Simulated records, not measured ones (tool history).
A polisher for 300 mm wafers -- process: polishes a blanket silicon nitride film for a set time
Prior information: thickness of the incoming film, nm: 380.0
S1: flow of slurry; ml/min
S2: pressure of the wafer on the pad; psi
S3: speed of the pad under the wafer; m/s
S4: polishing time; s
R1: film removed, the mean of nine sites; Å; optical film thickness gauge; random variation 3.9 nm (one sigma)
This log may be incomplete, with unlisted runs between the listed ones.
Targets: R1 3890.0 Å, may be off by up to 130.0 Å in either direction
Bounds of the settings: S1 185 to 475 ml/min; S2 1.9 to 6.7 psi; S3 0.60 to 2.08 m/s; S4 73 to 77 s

run  hour   S1   S2    S3  S4      R1
  1   0.0  305  4.3  1.34  73  2232.5
  2   1.1  305  4.3  1.34  73  2245.5
  3   9.9  305  3.9  1.34  73  2046.4
  4  17.6  305  3.9  1.60  73  2310.1
  5  23.1  305  4.5  1.62  73  2632.7
  6  29.7  305  5.0  1.64  73  2838.7
  7  37.3  305  5.0  1.64  73  2871.7
  8  38.4  305  5.4  1.66  73  3055.2

Which of these 5 next moves meets every target?
  A  39.5  370  5.7  1.96  77   ?
  B  39.5  335  6.7  2.06  77   ?
  C  39.5  255  6.1  2.08  77   ?
  D  39.5  330  5.1  2.00  76   ?
  E  39.5  210  5.2  2.06  77   ?

move      R1
   A  3881.8
   B  4581.1
   C  4185.8
   D  3517.5
   E  3591.8
A: every result within its allowed miss
B: takes the result that was furthest off past its target
C: takes the result that was furthest off past its target
D: nearer than the last run, and not there yet
E: nearer than the last run, and not there yet
The move that meets every target is A.

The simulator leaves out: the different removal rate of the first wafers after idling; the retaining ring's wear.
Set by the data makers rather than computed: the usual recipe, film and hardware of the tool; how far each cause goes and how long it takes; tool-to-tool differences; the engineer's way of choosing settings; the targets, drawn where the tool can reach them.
